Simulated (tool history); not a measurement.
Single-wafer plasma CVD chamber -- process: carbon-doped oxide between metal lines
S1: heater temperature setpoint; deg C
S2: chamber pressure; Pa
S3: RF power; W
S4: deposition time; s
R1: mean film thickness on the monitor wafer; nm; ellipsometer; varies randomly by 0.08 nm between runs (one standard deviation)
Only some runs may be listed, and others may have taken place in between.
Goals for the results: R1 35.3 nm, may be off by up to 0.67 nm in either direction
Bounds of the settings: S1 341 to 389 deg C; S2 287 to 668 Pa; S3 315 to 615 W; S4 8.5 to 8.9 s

Run 1, hour 0: S1 365 deg C, S2 477 Pa, S3 465 W, S4 8.9 s. Result: R1 40.885 nm.
Run 2, hour 3.1: S1 366 deg C, S2 461 Pa, S3 450 W, S4 8.9 s. Result: R1 39.683 nm.
Run 3, hour 5.3: S1 367 deg C, S2 443 Pa, S3 440 W, S4 8.9 s. Result: R1 38.681 nm.
Run 4, hour 9: S1 367 deg C, S2 443 Pa, S3 440 W, S4 8.9 s. Result: R1 38.732 nm.
Run 5, hour 10.4: S1 367 deg C, S2 443 Pa, S3 440 W, S4 8.9 s. Result: R1 38.687 nm.
Run 6, hour 14.2: S1 357 deg C, S2 443 Pa, S3 440 W, S4 8.9 s. Result: R1 39.935 nm.
Run 7, hour 22.6: S1 360 deg C, S2 421 Pa, S3 435 W, S4 8.9 s. Result: R1 38.909 nm.
Run 8, hour 30.7: S1 362 deg C, S2 401 Pa, S3 430 W, S4 8.9 s. Result: R1 38.288 nm.
Run 9, hour 35.6: S1 364 deg C, S2 387 Pa, S3 425 W, S4 8.9 s. Result: R1 37.627 nm.
Run 10, hour 44.5: S1 366 deg C, S2 375 Pa, S3 420 W, S4 8.9 s. Result: R1 37.054 nm.
Run 11, hour 47.4: S1 367 deg C, S2 365 Pa, S3 420 W, S4 8.9 s. Result: R1 36.89 nm.
Run 12, hour 54.3: S1 368 deg C, S2 357 Pa, S3 420 W, S4 8.9 s. Result: R1 36.795 nm.
Run 13, hour 56: S1 369 deg C, S2 349 Pa, S3 415 W, S4 8.9 s. Result: R1 36.389 nm.
Run 14, hour 59.1: S1 369 deg C, S2 349 Pa, S3 415 W, S4 8.9 s. Result: R1 36.433 nm.
Run 15, hour 64.9: S1 370 deg C, S2 344 Pa, S3 415 W, S4 8.9 s. Result: R1 36.216 nm.
Run 16, hour 72.4: S1 371 deg C, S2 339 Pa, S3 415 W, S4 8.9 s. Result: R1 36.133 nm.
Run 17, hour 75.3: S1 372 deg C, S2 335 Pa, S3 415 W, S4 8.9 s. Result: R1 35.966 nm.
Run 18, hour 82.2: S1 372 deg C, S2 331 Pa, S3 415 W, S4 8.9 s. Result: R1 35.997 nm.

4 candidate next runs follow, results not yet known. Just one meets every target within its allowed miss. Identify it.
Run A, hour 89.1: S1 374 deg C, S2 328 Pa, S3 440 W, S4 8.9 s. Result: R1 ?.
Run B, hour 89.1: S1 369 deg C, S2 419 Pa, S3 430 W, S4 8.8 s. Result: R1 ?.
Run C, hour 89.1: S1 376 deg C, S2 400 Pa, S3 450 W, S4 8.5 s. Result: R1 ?.
Run D, hour 89.1: S1 372 deg C, S2 315 Pa, S3 435 W, S4 8.5 s. Result: R1 ?.

move      R1
   A  37.294
   B   37.17
   C  36.435
   D  35.434
A: misses by more than the last run did
B: misses by more than the last run did
C: misses by more than the last run did
D: all results land within tolerance of their targets
So the answer is move D, the one that meets all the targets.
